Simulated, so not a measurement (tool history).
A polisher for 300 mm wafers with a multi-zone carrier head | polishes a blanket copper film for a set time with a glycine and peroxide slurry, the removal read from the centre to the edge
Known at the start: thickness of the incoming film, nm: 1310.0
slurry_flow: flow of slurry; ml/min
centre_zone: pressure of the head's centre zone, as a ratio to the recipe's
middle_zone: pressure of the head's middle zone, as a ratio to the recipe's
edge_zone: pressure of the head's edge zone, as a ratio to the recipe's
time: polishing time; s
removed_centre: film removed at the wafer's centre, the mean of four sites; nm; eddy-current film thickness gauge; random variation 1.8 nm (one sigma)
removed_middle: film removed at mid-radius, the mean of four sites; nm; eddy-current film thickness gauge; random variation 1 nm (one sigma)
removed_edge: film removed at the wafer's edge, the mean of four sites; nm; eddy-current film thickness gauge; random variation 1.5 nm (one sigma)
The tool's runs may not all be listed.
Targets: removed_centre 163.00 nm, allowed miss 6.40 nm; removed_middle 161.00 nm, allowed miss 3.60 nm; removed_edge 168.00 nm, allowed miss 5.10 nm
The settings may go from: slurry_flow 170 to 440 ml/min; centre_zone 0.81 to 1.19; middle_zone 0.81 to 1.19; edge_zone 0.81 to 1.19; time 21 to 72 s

run 1 hour=0.0 | slurry_flow=280 centre_zone=1.00 middle_zone=1.00 edge_zone=1.00 time=46 | removed_centre=148.83 removed_middle=148.05 removed_edge=146.96
run 2 hour=3.0 | slurry_flow=280 centre_zone=1.00 middle_zone=1.00 edge_zone=0.91 time=46 | removed_centre=147.51 removed_middle=150.18 removed_edge=138.48
run 3 hour=7.7 | slurry_flow=280 centre_zone=1.00 middle_zone=1.00 edge_zone=0.83 time=46 | removed_centre=143.87 removed_middle=150.14 removed_edge=136.15
run 4 hour=11.4 | slurry_flow=280 centre_zone=0.92 middle_zone=1.00 edge_zone=0.83 time=46 | removed_centre=136.57 removed_middle=148.05 removed_edge=135.48
run 5 hour=14.6 | slurry_flow=255 centre_zone=0.92 middle_zone=1.00 edge_zone=0.83 time=46 | removed_centre=135.43 removed_middle=148.34 removed_edge=135.18
run 6 hour=20.6 | slurry_flow=255 centre_zone=0.92 middle_zone=1.00 edge_zone=0.83 time=57 | removed_centre=167.86 removed_middle=184.06 removed_edge=166.67
run 7 hour=27.4 | slurry_flow=250 centre_zone=0.91 middle_zone=0.97 edge_zone=0.84 time=57 | removed_centre=167.30 removed_middle=179.13 removed_edge=168.36
run 8 hour=33.0 | slurry_flow=245 centre_zone=0.91 middle_zone=0.95 edge_zone=0.84 time=57 | removed_centre=162.12 removed_middle=175.46 removed_edge=167.52
run 9 hour=38.5 | slurry_flow=245 centre_zone=0.92 middle_zone=0.93 edge_zone=0.84 time=57 | removed_centre=167.43 removed_middle=171.34 removed_edge=166.65
run 10 hour=43.7 | slurry_flow=240 centre_zone=0.91 middle_zone=0.92 edge_zone=0.85 time=57 | removed_centre=163.24 removed_middle=171.88 removed_edge=165.53
run 11 hour=47.0 | slurry_flow=215 centre_zone=0.93 middle_zone=0.82 edge_zone=0.92 time=57 | removed_centre=165.48 removed_middle=150.66 removed_edge=168.10
run 12 hour=53.9 | slurry_flow=225 centre_zone=0.92 middle_zone=0.83 edge_zone=0.91 time=57 | removed_centre=164.27 removed_middle=154.07 removed_edge=168.94
run 13 hour=57.6 | slurry_flow=230 centre_zone=0.92 middle_zone=0.84 edge_zone=0.90 time=57 | removed_centre=163.18 removed_middle=159.07 removed_edge=170.77
run 14 hour=61.3 | slurry_flow=230 centre_zone=0.92 middle_zone=0.84 edge_zone=0.89 time=57 | removed_centre=161.29 removed_middle=158.64 removed_edge=167.98

5 next moves are on the table. One of them brings every result within its allowed miss. Which?
run A hour=65.0 | slurry_flow=220 centre_zone=0.96 middle_zone=0.87 edge_zone=0.97 time=55 | removed_centre=? removed_middle=? removed_edge=?
run B hour=65.0 | slurry_flow=255 centre_zone=0.91 middle_zone=0.87 edge_zone=0.88 time=56 | removed_centre=? removed_middle=? removed_edge=?
run C hour=65.0 | slurry_flow=195 centre_zone=0.94 middle_zone=0.86 edge_zone=0.88 time=56 | removed_centre=? removed_middle=? removed_edge=?
run D hour=65.0 | slurry_flow=250 centre_zone=0.98 middle_zone=0.90 edge_zone=0.96 time=52 | removed_centre=? removed_middle=? removed_edge=?
run E hour=65.0 | slurry_flow=330 centre_zone=0.82 middle_zone=0.86 edge_zone=0.91 time=54 | removed_centre=? removed_middle=? removed_edge=?

move=A removed_centre=164.20 removed_middle=153.37 removed_edge=169.88
move=B removed_centre=163.43 removed_middle=159.49 removed_edge=167.92
move=C removed_centre=160.58 removed_middle=151.65 removed_edge=162.91
move=D removed_centre=161.27 removed_middle=151.86 removed_edge=161.96
move=E removed_centre=148.93 removed_middle=156.81 removed_edge=168.07
A: further off than the last run
B: meets every target
C: further off than the last run
D: further off than the last run
E: further off than the last run
Answer: B
